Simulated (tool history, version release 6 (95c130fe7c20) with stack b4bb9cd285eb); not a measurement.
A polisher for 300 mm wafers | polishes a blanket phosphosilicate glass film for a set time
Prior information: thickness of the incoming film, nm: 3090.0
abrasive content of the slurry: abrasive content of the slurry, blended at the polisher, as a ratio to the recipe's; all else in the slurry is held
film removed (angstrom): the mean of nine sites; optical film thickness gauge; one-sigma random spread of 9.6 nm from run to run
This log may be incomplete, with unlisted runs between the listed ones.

run	day	flow of slurry (ml/min)	pressure of the wafer on the pad (kPa)	speed of the pad under the wafer (cm/s)	abrasive content of the slurry	polishing time (s)	film removed (angstrom)
1	0.000	265	26.9	126	1.0	42	4597.5
2	0.125	265	28.3	126	1.0	42	4916.8
3	0.388	265	28.3	104	1.0	42	4419.8
4	0.550	265	28.3	104	1.0	42	4337.3
5	0.708	265	28.3	104	1.1	42	4614.3
6	0.850	265	34.5	104	1.1	42	5582.7
7	1.025	265	35.2	104	1.1	42	5565.8
8	1.133	265	35.9	104	1.1	42	5773.7
9	1.508	265	36.5	104	1.1	42	5951.4
10	1.738	265	36.5	104	1.1	42	6028.9
11	1.771	265	37.2	104	1.1	42	5920.6

Run 12 comes next. What will it give?
12	1.979	265	37.9	104	1.1	42	?

Run 12 came out at film removed (angstrom) 6134.7.
